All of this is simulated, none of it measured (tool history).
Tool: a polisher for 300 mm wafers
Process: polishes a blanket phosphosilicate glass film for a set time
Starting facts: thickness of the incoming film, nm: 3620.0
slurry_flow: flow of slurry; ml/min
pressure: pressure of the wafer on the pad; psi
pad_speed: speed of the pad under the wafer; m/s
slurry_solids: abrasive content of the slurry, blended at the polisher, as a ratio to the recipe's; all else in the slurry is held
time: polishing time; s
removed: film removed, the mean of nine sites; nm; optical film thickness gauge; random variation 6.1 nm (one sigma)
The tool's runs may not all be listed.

Run 1, hour 0: slurry_flow 300 ml/min, pressure 2.3 psi, pad_speed 0.98 m/s, slurry_solids 1, time 44 s. Result: removed 232.63 nm.
Run 2, hour 1.6: slurry_flow 300 ml/min, pressure 2.7 psi, pad_speed 1.04 m/s, slurry_solids 1, time 44 s. Result: removed 286.78 nm.
Run 3, hour 4.7: slurry_flow 300 ml/min, pressure 3 psi, pad_speed 1.08 m/s, slurry_solids 1, time 44 s. Result: removed 327.79 nm.
Run 4, hour 12.4: slurry_flow 300 ml/min, pressure 3.2 psi, pad_speed 1.08 m/s, slurry_solids 1, time 44 s. Result: removed 338.18 nm.
Run 5, hour 16.7: slurry_flow 300 ml/min, pressure 3.2 psi, pad_speed 1.08 m/s, slurry_solids 0.9, time 44 s. Result: removed 345.09 nm.
Run 6, hour 20.5: slurry_flow 300 ml/min, pressure 3.3 psi, pad_speed 1.14 m/s, slurry_solids 0.9, time 44 s. Result: removed 366.4 nm.

Run 7 comes next. What will it give?
Run 7, hour 23.4: slurry_flow 300 ml/min, pressure 3.4 psi, pad_speed 1.2 m/s, slurry_solids 0.9, time 44 s. Result: removed ?.

{"run 7": {"removed": 374.63}}
